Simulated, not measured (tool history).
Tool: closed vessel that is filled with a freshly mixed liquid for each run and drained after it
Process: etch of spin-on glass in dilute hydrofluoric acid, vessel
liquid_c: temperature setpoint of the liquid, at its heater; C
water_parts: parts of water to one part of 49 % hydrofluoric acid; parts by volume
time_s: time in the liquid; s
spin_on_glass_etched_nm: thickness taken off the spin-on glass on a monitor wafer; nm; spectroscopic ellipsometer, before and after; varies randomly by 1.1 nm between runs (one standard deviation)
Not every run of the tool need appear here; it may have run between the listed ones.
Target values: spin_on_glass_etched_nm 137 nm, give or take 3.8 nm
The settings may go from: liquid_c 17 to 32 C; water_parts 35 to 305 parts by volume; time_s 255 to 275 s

| run | day | liquid_c | water_parts | time_s | spin_on_glass_etched_nm |
|---|---|---|---|---|---|
| 1 | 0 | 24 | 170 | 255 | 33.57 |
| 2 | 0.067 | 26 | 130 | 260 | 49.995 |
| 3 | 0.4 | 26 | 150 | 260 | 43.235 |
| 4 | 0.475 | 26 | 195 | 260 | 31.227 |
| 5 | 0.562 | 26 | 195 | 275 | 32.9 |
| 6 | 0.838 | 27.5 | 150 | 275 | 47.613 |
| 7 | 0.875 | 29 | 120 | 275 | 65.684 |
| 8 | 1.142 | 30 | 95 | 275 | 89.059 |
| 9 | 1.288 | 30.5 | 85 | 275 | 102.36 |
| 10 | 1.575 | 31 | 80 | 275 | 111.57 |
| 11 | 1.746 | 31 | 80 | 275 | 110.88 |
| 12 | 1.992 | 31.5 | 75 | 275 | 122.81 |
| 13 | 2.175 | 32 | 60 | 275 | 159.23 |
| 14 | 2.546 | 31.5 | 60 | 275 | 156.6 |
| 15 | 2.933 | 30.5 | 60 | 275 | 151.66 |
| 16 | 3.175 | 30.5 | 60 | 275 | 150.28 |

Exactly one of the 4 candidate moves below puts every result within its allowed miss. Which one?
| A | 3.417 | 30 | 60 | 275 | ? |
| B | 3.417 | 31.5 | 65 | 265 | ? |
| C | 3.417 | 27 | 60 | 275 | ? |
| D | 3.417 | 32 | 65 | 275 | ? |

| move | spin_on_glass_etched_nm |
|---|---|
| A | 145.4 |
| B | 135.98 |
| C | 129.21 |
| D | 143.83 |
A: closer than the last run, but not yet in spec
B: every result lands within tolerance
C: the result that was furthest off in the last run now lies on the other side of its target
D: closer than the last run, but not yet in spec
Go with B: it meets all targets.

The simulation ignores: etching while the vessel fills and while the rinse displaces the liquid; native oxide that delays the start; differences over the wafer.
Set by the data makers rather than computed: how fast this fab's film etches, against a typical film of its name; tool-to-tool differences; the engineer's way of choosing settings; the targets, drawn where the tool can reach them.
